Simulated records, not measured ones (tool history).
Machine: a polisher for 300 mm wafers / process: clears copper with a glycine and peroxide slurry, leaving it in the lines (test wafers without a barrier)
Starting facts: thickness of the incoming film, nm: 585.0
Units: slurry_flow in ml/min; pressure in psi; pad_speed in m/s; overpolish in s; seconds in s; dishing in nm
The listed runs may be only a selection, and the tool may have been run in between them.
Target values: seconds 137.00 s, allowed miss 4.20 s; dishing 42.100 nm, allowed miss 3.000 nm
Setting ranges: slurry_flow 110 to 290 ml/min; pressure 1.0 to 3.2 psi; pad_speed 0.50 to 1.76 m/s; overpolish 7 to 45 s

{"run": 1, "hour": 0.0, "slurry_flow": 185, "pressure": 2.1, "pad_speed": 1.12, "overpolish": 23, "seconds": 109.46, "dishing": 80.748}
{"run": 2, "hour": 2.4, "slurry_flow": 185, "pressure": 2.1, "pad_speed": 1.12, "overpolish": 29, "seconds": 109.52, "dishing": 93.955}
{"run": 3, "hour": 11.4, "slurry_flow": 185, "pressure": 2.0, "pad_speed": 1.14, "overpolish": 24, "seconds": 112.63, "dishing": 79.21}
{"run": 4, "hour": 14.2, "slurry_flow": 185, "pressure": 2.0, "pad_speed": 1.14, "overpolish": 17, "seconds": 112.12, "dishing": 62.384}
{"run": 5, "hour": 21.8, "slurry_flow": 185, "pressure": 1.8, "pad_speed": 1.14, "overpolish": 17, "seconds": 120.3, "dishing": 59.231}
{"run": 6, "hour": 28.3, "slurry_flow": 185, "pressure": 1.8, "pad_speed": 1.14, "overpolish": 8, "seconds": 120.63, "dishing": 31.449}
{"run": 7, "hour": 29.1, "slurry_flow": 180, "pressure": 1.7, "pad_speed": 1.14, "overpolish": 9, "seconds": 127.14, "dishing": 33.106}
{"run": 8, "hour": 38.1, "slurry_flow": 175, "pressure": 1.7, "pad_speed": 1.14, "overpolish": 10, "seconds": 127.4, "dishing": 35.357}
{"run": 9, "hour": 39.8, "slurry_flow": 155, "pressure": 1.5, "pad_speed": 1.12, "overpolish": 18, "seconds": 145.17, "dishing": 53.925}
{"run": 10, "hour": 43.3, "slurry_flow": 165, "pressure": 1.5, "pad_speed": 1.12, "overpolish": 17, "seconds": 140.86, "dishing": 50.378}
{"run": 11, "hour": 46.3, "slurry_flow": 170, "pressure": 1.5, "pad_speed": 1.12, "overpolish": 16, "seconds": 139.95, "dishing": 48.431}
{"run": 12, "hour": 48.6, "slurry_flow": 180, "pressure": 1.5, "pad_speed": 1.12, "overpolish": 10, "seconds": 138.52, "dishing": 33.657}
{"run": 13, "hour": 54.9, "slurry_flow": 175, "pressure": 1.5, "pad_speed": 1.12, "overpolish": 11, "seconds": 140.58, "dishing": 35.671}
{"run": 14, "hour": 56.7, "slurry_flow": 180, "pressure": 1.6, "pad_speed": 1.12, "overpolish": 16, "seconds": 135.76, "dishing": 51.08}
{"run": 15, "hour": 62.5, "slurry_flow": 175, "pressure": 1.6, "pad_speed": 1.12, "overpolish": 16, "seconds": 137.14, "dishing": 51.243}
{"run": 16, "hour": 67.0, "slurry_flow": 180, "pressure": 1.6, "pad_speed": 1.12, "overpolish": 8, "seconds": 135.15, "dishing": 28.244}
{"run": 17, "hour": 67.8, "slurry_flow": 175, "pressure": 1.6, "pad_speed": 1.14, "overpolish": 9, "seconds": 134.62, "dishing": 32.693}
{"run": 18, "hour": 69.6, "slurry_flow": 170, "pressure": 1.6, "pad_speed": 1.14, "overpolish": 10, "seconds": 133.22, "dishing": 34.825}
{"run": 19, "hour": 72.6, "slurry_flow": 165, "pressure": 1.6, "pad_speed": 1.14, "overpolish": 11, "seconds": 134.73, "dishing": 37.144}

5 next moves are on the table. One of them brings every result within its allowed miss. Which?
{"run": "A", "hour": 75.6, "slurry_flow": 120, "pressure": 2.1, "pad_speed": 0.98, "overpolish": 10, "seconds": "?", "dishing": "?"}
{"run": "B", "hour": 75.6, "slurry_flow": 125, "pressure": 2.0, "pad_speed": 1.0, "overpolish": 12, "seconds": "?", "dishing": "?"}
{"run": "C", "hour": 75.6, "slurry_flow": 185, "pressure": 1.5, "pad_speed": 1.16, "overpolish": 13, "seconds": "?", "dishing": "?"}
{"run": "D", "hour": 75.6, "slurry_flow": 150, "pressure": 1.7, "pad_speed": 1.2, "overpolish": 9, "seconds": "?", "dishing": "?"}
{"run": "E", "hour": 75.6, "slurry_flow": 220, "pressure": 1.8, "pad_speed": 1.02, "overpolish": 12, "seconds": "?", "dishing": "?"}

move=A seconds=125.51 dishing=37.787
move=B seconds=127.53 dishing=43.490
move=C seconds=134.51 dishing=43.732
move=D seconds=122.38 dishing=34.828
move=E seconds=128.00 dishing=43.149
A: its largest miss is bigger than the last run's
B: brings the last run's worst result on target, with another outside its allowed miss
C: hits every target within its allowed miss
D: its largest miss is bigger than the last run's
E: brings the last run's worst result on target, with another outside its allowed miss
Answer: C
